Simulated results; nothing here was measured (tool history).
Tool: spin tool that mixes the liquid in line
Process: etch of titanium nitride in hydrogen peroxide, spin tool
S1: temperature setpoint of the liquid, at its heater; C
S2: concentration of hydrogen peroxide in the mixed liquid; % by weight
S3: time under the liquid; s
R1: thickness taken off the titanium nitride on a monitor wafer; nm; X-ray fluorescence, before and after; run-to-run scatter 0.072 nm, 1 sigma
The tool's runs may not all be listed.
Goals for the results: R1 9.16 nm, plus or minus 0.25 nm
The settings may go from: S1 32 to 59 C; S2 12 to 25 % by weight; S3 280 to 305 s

run    day    S1  S2   S3      R1
  1      0    43  17  280  6.9166
  2  0.138  43.5  17  280  7.0612
  3  0.388  43.5  17  280  7.1757
  4  0.604    38  17  280  4.7029
  5  0.942    38  17  280  4.6776
  6  1.212  39.5  17  280  5.2804
  7  1.317  40.5  17  280  5.6965
  8  1.538  41.5  17  280  6.1483
  9  1.646    48  17  280  9.9082
 10  1.812  47.5  17  280  9.7034

Exactly one of the 5 candidate moves below puts every result within its allowed miss. Which one?
  A  1.979  47.5    18  285   ?
  B  1.979  47.5  20.5  280   ?
  C  1.979    46    19  305   ?
  D  1.979  47.5  21.5  295   ?
  E  1.979  46.5    20  280   ?

move      R1
   A  9.8424
   B  9.9423
   C  9.5399
   D  10.583
   E  9.1881
A: lands further from the targets than the last run did
B: lands further from the targets than the last run did
C: nearer the targets than the last run, but a result is still out of spec
D: lands further from the targets than the last run did
E: each result inside its tolerance
Go with E: it meets all targets.
